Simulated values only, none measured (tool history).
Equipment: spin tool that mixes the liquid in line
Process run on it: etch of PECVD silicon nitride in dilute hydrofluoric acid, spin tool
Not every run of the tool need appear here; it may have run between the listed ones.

run,hour,temperature setpoint of the liquid (C),parts of water to one part of 49 % hydrofluoric acid (parts by volume),time under the liquid (s),thickness taken off the PECVD silicon nitride on a monitor wafer (nm)
1,0.0,24.0,70,215,11.447
2,7.3,23.0,70,215,10.725
3,15.5,23.0,70,215,10.636
4,16.7,23.0,70,230,11.432
5,18.4,22.5,70,230,11.019
6,22.6,22.5,70,230,11.047
7,31.6,22.5,70,230,11.017
8,36.9,22.0,70,230,10.751
9,40.9,21.5,70,230,10.385

Estimate the outcome of run 10 from the log above:
10,43.9,21.0,70,230,?

thickness taken off the PECVD silicon nitride on a monitor wafer (nm): 10.065

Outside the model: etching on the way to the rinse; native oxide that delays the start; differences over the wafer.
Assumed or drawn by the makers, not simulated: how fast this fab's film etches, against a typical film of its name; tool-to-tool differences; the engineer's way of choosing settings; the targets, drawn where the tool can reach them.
